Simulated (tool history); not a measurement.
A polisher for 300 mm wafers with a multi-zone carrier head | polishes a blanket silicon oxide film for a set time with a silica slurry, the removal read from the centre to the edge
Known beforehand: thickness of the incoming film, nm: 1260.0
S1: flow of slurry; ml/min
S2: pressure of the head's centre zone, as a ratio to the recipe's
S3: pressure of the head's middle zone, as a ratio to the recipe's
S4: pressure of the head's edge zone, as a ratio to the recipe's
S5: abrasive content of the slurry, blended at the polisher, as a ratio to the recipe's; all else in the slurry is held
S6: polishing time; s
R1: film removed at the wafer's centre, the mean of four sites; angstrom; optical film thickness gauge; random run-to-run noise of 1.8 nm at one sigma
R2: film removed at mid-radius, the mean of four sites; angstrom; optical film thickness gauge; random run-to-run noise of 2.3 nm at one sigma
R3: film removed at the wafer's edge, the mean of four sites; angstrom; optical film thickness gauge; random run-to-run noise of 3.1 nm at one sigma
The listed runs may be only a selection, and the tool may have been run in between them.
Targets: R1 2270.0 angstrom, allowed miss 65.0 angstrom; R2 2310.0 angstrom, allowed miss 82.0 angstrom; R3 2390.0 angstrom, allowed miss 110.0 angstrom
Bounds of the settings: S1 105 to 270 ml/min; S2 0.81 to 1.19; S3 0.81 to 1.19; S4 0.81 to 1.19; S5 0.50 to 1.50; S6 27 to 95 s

run,hour,S1,S2,S3,S4,S5,S6,R1,R2,R3
1,0.0,175,1.00,1.00,1.00,1.00,61,1767.8,1728.2,1760.1
2,1.4,175,1.08,1.00,1.00,1.00,61,1889.4,1729.5,1755.5
3,9.7,195,1.08,1.00,1.00,1.00,61,1932.6,1748.3,1772.3
4,13.2,195,1.06,1.02,1.05,1.15,61,2042.7,1874.2,1944.1
5,17.8,200,1.04,1.05,1.09,1.25,61,2060.0,1977.3,2021.7
6,23.6,200,1.04,1.05,1.18,1.25,61,2090.0,2000.1,2119.0
7,30.3,205,1.03,1.06,1.18,1.35,61,2087.3,2093.4,2235.5
8,34.4,215,1.04,1.08,1.18,1.40,61,2146.0,2188.6,2255.7
9,36.0,220,1.05,1.08,1.18,1.45,61,2242.4,2170.5,2249.7

4 next moves are on the table. One of them brings every result within its allowed miss. Which?
A,37.6,245,1.11,1.15,1.15,1.30,59,?,?,?
B,37.6,245,1.15,0.99,1.18,1.35,58,?,?,?
C,37.6,230,1.07,1.04,1.16,1.40,58,?,?,?
D,37.6,235,1.00,1.04,1.14,1.50,64,?,?,?

move,R1,R2,R3
A,2212.8,2175.4,2103.3
B,2283.0,1907.8,2129.1
C,2132.5,1999.8,2123.6
D,2258.8,2267.8,2384.1
A: lands further from the targets than the last run did
B: lands further from the targets than the last run did
C: lands further from the targets than the last run did
D: all results in spec
The move that meets every target is D.

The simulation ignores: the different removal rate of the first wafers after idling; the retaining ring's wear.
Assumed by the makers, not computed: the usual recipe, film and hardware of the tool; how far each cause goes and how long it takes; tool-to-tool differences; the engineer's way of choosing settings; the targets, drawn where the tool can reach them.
